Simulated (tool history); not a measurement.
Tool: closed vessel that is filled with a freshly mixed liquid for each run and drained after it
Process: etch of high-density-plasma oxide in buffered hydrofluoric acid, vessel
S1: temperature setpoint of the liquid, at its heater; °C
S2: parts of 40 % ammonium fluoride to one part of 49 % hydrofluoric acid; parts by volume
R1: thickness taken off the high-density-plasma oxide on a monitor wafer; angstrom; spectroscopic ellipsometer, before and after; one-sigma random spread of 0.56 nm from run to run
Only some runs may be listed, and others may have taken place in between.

run 1 day=0 | S1=24 S2=14 time_in_the_liquid_(s)=105 | R1=1009.6
run 2 day=0.042 | S1=23 S2=14 time_in_the_liquid_(s)=105 | R1=961.64
run 3 day=0.117 | S1=22.5 S2=14 time_in_the_liquid_(s)=105 | R1=941.05
run 4 day=0.175 | S1=22 S2=14.5 time_in_the_liquid_(s)=105 | R1=865.83
run 5 day=0.279 | S1=21.5 S2=14.5 time_in_the_liquid_(s)=105 | R1=856.74
run 6 day=0.462 | S1=21 S2=14.5 time_in_the_liquid_(s)=105 | R1=815.36
run 7 day=0.629 | S1=20.5 S2=14.5 time_in_the_liquid_(s)=105 | R1=805.38

Forecast run 8:
run 8 day=0.938 | S1=20 S2=14.5 time_in_the_liquid_(s)=105 | R1=?

Run 8 came out at R1 790.11 angstrom.
